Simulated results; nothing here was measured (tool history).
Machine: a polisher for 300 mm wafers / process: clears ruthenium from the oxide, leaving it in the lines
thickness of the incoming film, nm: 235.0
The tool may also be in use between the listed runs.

run	hour	flow of slurry (ml/min)	pressure of the wafer on the pad (kPa)	speed of the pad under the wafer (cm/s)	overpolish time after the end point (s)	time until the end point was called (s)
1	0	180	16.5	112	27	161.98
2	1	180	17.2	112	27	156.06
3	3.7	180	17.9	112	27	148.34
4	8.1	180	16.5	112	27	152.72
# hour 10: worn pad replaced by a new one
5	10	180	17.2	114	27	138.22
6	17.8	200	17.2	114	27	137.72
7	20.9	205	17.2	114	27	132
8	24.9	210	17.2	114	27	131.36
9	32.2	210	17.2	114	27	134.21
10	37.8	215	17.2	114	27	133.34
11	40.2	220	17.2	114	27	132.47

Expected results for the next run?
12	44.9	225	17.2	114	27	?

{"run 12": {"time until the end point was called (s)": 134.4}}
